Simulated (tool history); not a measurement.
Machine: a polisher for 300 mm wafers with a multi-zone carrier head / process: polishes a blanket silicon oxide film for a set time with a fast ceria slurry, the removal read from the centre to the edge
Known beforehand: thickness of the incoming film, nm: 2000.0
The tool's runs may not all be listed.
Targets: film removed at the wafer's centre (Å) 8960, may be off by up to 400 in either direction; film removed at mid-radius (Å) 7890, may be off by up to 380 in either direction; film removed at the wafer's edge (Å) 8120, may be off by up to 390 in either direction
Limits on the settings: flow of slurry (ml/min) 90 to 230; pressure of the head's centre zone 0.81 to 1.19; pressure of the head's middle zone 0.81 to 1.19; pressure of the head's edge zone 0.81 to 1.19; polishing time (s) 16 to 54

run    day  flow of slurry (ml/min)  pressure of the head's centre zone  pressure of the head's middle zone  pressure of the head's edge zone  polishing time (s)  film removed at the wafer's centre (Å)  film removed at mid-radius (Å)  film removed at the wafer's edge (Å)
  1      0                      150                                   1                                   1                                 1                  35                                  5977.4                          6057.5                                5916.4
  2  0.246                      155                                1.02                                   1                              1.01                  36                                  6293.6                          6213.1                                6119.1
  3  0.408                      160                                1.03                                   1                              1.02                  37                                  6612.8                          6384.2                                6391.8
  4  0.725                      160                                1.03                                   1                              1.02                  45                                  8099.6                          7793.9                                7935.1
  5  0.788                      165                                1.04                                   1                              1.02                  45                                  8125.8                          7880.3                                7768.4
  6  0.946                      165                                1.04                                   1                              1.02                  50                                  9147.1                          8671.7                                8541.2
  7  1.021                      165                                1.04                                0.99                              1.02                  50                                  9060.9                          8608.5                                8609.4
  8  1.179                      165                                1.04                                0.98                              1.01                  50                                  9074.2                          8358.1                                8637.8
  9  1.438                      165                                1.04                                0.98                                 1                  50                                  9148.3                          8497.3                                8380.9
 10  1.612                      165                                1.04                                0.97                                 1                  50                                  9015.8                          8604.4                                8507.4

Below are 5 possible settings for the next run. Only one of them brings all results inside the allowed miss of their targets. Which is it?
  A  1.788                      150                                1.15                                1.08                              1.13                  45                                       ?                               ?                                     ?
  B  1.788                      180                                0.88                                0.99                              0.86                  51                                       ?                               ?                                     ?
  C  1.788                      190                                0.99                                1.04                              0.86                  51                                       ?                               ?                                     ?
  D  1.788                      215                                0.94                                1.14                              0.81                  46                                       ?                               ?                                     ?
  E  1.788                      180                                1.02                                1.02                              0.88                  44                                       ?                               ?                                     ?

move  film removed at the wafer's centre (Å)  film removed at mid-radius (Å)  film removed at the wafer's edge (Å)
   A                                    8804                          7904.9                                8130.2
   B                                  7862.3                          8748.1                                8256.1
   C                                  8932.4                          9080.7                                8298.4
   D                                    7792                          8824.4                                7370.4
   E                                  7872.9                          7680.5                                7195.3
A: meets every target
B: misses by more than the last run did
C: misses by more than the last run did
D: misses by more than the last run did
E: the worst result of the last run now meets its target, but another is out of spec
Correct choice: A, which meets every target

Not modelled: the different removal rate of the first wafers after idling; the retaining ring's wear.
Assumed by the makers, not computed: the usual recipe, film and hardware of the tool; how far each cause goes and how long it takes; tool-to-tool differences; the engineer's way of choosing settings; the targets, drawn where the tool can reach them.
